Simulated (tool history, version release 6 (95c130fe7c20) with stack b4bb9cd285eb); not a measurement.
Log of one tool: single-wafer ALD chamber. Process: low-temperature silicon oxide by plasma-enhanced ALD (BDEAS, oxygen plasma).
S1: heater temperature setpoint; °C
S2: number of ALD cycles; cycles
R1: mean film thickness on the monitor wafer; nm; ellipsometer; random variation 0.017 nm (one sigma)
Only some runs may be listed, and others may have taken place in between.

Run 1, hour 0.0: S1 110 °C, S2 26 cycles. Result: R1 3.6695 nm.
Run 2, hour 6.4: S1 111 °C, S2 24 cycles. Result: R1 3.3604 nm.
Run 3, hour 8.1: S1 115 °C, S2 24 cycles. Result: R1 3.3844 nm.
Run 4, hour 9.5: S1 115 °C, S2 26 cycles. Result: R1 3.6709 nm.
Run 5, hour 14.0: S1 115 °C, S2 24 cycles. Result: R1 3.3736 nm.
Run 6, hour 21.3: S1 115 °C, S2 20 cycles. Result: R1 2.7967 nm.

Forecast run 7:
Run 7, hour 26.1: S1 115 °C, S2 21 cycles. Result: R1 ?.

{"run 7": {"R1": 2.9373}}

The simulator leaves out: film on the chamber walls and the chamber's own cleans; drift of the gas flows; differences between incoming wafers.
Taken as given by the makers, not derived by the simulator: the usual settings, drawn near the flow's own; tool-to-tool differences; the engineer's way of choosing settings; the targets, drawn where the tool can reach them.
